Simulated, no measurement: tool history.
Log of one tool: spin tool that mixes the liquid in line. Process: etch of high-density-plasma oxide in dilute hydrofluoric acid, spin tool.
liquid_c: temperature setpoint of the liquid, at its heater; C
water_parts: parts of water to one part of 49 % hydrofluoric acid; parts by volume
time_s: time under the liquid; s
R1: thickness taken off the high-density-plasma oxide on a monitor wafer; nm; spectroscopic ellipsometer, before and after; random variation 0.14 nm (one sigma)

{"run": 1, "hour": 0.0, "liquid_c": 23, "water_parts": 125, "time_s": 200, "R1": 9.0446}
{"run": 2, "hour": 6.8, "liquid_c": 25, "water_parts": 110, "time_s": 200, "R1": 11.22}
{"run": 3, "hour": 10.3, "liquid_c": 25, "water_parts": 110, "time_s": 200, "R1": 11.272}
{"run": 4, "hour": 13.0, "liquid_c": 25, "water_parts": 125, "time_s": 200, "R1": 9.6689}
{"hour": 21.1, "done": "thermometer replaced"}
{"run": 5, "hour": 21.1, "liquid_c": 25, "water_parts": 125, "time_s": 220, "R1": 10.28}
{"run": 6, "hour": 30.1, "liquid_c": 26.5, "water_parts": 110, "time_s": 220, "R1": 12.541}

The next listed run, before its measurement:
{"run": 7, "hour": 34.2, "liquid_c": 27.5, "water_parts": 100, "time_s": 220, "R1": "?"}

Run 7 gave R1 14.55 nm.

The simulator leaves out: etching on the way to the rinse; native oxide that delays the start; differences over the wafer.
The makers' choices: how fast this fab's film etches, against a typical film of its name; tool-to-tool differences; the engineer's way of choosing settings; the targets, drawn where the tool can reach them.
